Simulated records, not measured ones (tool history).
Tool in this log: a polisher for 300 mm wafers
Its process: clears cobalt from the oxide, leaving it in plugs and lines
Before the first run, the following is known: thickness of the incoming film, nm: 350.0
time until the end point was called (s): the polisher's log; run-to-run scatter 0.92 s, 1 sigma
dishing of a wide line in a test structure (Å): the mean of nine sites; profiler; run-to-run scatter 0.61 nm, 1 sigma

run  hour  flow of slurry (ml/min)  pressure of the wafer on the pad (kPa)  speed of the pad under the wafer (m/s)  overpolish time after the end point (s)  time until the end point was called (s)  dishing of a wide line in a test structure (Å)
  1     0                      190                                     9.7                                     1.1                                       29                                   70.565                                          520.15
  2   0.9                      165                                     9.7                                     1.1                                       29                                   73.505                                          522.07
  3   9.5                      170                                    10.3                                     1.1                                       29                                   68.383                                          533.49
  4  16.4                      170                                    10.3                                     1.1                                       17                                    69.62                                          442.41
  5  20.6                      170                                      11                                     1.1                                       19                                   64.932                                           473.5
  6    26                      170                                    11.7                                     1.1                                       20                                   60.671                                          493.45

Run 7, settings as shown, results not yet in. Your forecast:
  7  28.3                      170                                    11.7                                     1.1                                       21                                        ?                                               ?

time until the end point was called (s): 62.768
dishing of a wide line in a test structure (Å): 494.76

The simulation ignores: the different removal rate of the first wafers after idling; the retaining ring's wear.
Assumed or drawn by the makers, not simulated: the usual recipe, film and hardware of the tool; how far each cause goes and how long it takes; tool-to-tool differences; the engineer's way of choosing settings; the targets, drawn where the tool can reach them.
